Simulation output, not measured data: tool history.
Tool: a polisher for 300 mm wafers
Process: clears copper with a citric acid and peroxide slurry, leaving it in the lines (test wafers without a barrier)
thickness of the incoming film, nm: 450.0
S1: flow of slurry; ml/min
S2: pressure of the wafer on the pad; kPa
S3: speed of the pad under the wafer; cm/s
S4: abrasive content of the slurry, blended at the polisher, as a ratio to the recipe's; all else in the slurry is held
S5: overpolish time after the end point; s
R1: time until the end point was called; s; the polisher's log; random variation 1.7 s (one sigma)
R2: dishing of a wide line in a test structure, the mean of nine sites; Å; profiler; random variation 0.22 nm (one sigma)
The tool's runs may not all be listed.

run	hour	S1	S2	S3	S4	S5	R1	R2
1	0	205	23.4	126	1	17	180.68	340.53
2	8.2	205	23.4	126	1.2	17	173.29	356.35
3	12.4	205	23.4	126	1.2	16	173.15	330.75
4	20.4	210	22.8	126	1.2	15	178.89	305.92
5	21.7	210	22.8	140	1.2	15	160.96	328.59
6	24	210	22.1	140	1.2	14	167.25	300.92
7	31.9	210	21.4	140	1.2	13	172.46	275.5
8	36.5	210	20.7	140	1.2	12	179.77	253.23
9	39.7	210	20.7	140	1.2	11	177.27	229.6
10	47.5	210	19.3	140	1.2	10	190.45	202.15
11	55.3	210	19.3	140	1.2	10	187.15	197.23
# hour 62: slurry blender recalibrated
12	62	200	18.6	140	1.2	10	181.35	203.73
13	64.3	205	18.6	140	1.2	10	182.53	206.1
14	69.1	210	18.6	140	1.2	10	183.36	205.9

Forecast run 15:
15	70.4	210	17.9	140	1.2	10	?	?

{"run 15": {"R1": 188.9, "R2": 199.26}}
